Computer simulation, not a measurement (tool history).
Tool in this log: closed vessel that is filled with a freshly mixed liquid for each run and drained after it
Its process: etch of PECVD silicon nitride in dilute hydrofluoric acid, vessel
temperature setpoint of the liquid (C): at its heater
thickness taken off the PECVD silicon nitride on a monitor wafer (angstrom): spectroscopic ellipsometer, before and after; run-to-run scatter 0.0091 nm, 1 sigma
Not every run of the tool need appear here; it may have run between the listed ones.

run  hour  temperature setpoint of the liquid (C)  parts of water to one part of 49 % hydrofluoric acid (parts by volume)  time in the liquid (s)  thickness taken off the PECVD silicon nitride on a monitor wafer (angstrom)
  1     0                                      20                                                                     180                     175                                                                       28.857
  2     6                                      20                                                                     225                     175                                                                       23.207
  3  15.2                                    21.5                                                                     225                     175                                                                       25.703
  4  20.9                                    19.5                                                                     225                     175                                                                       22.555
  5  27.5                                      19                                                                     225                     175                                                                       21.948
  6  36.7                                      19                                                                     160                     175                                                                       30.364
  7  39.6                                    18.5                                                                     170                     175                                                                       27.614
  8  44.6                                    18.5                                                                     180                     175                                                                       26.167

Estimate the outcome of run 9 from the log above:
  9  46.9                                    18.5                                                                     185                     175                                                                            ?

{"run 9": {"thickness taken off the PECVD silicon nitride on a monitor wafer (angstrom)": 25.576}}
